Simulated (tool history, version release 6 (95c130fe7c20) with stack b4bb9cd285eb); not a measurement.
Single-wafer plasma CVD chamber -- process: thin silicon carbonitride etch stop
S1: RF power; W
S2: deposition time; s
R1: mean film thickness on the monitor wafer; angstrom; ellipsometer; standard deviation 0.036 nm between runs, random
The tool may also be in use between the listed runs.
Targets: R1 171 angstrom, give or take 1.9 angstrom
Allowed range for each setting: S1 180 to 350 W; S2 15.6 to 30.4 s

run    day   S1    S2      R1
  1      0  265    23  145.75
  2  0.046  285  23.5  153.17
  3  0.275  310  23.5  157.59
  4  0.425  310  21.3  143.46
  5  0.558  320  22.2  151.58
  6  0.754  300  22.2  146.99
  7  0.879  315  22.8  155.18
  8  0.938  325  23.1  158.81
  9  1.079  330  23.4  160.86
 10    1.2  335  23.7  164.23
 11  1.546  340  23.9  166.24
 12  1.758  340  23.9   166.3

Below are 5 possible settings for the next run. Only one of them brings all results inside the allowed miss of their targets. Which is it?
  A  1.971  340  23.4   ?
  B  1.971  335  23.2   ?
  C  1.971  335  24.1   ?
  D  1.971  320  23.6   ?
  E  1.971  330  24.8   ?

move      R1
   A  163.42
   B  161.12
   C  167.37
   D  161.06
   E  171.25
A: moves away from the targets compared with the last run
B: moves away from the targets compared with the last run
C: better than the last run, though not everything is in spec
D: moves away from the targets compared with the last run
E: each result inside its tolerance
So the answer is move E, the one that meets all the targets.

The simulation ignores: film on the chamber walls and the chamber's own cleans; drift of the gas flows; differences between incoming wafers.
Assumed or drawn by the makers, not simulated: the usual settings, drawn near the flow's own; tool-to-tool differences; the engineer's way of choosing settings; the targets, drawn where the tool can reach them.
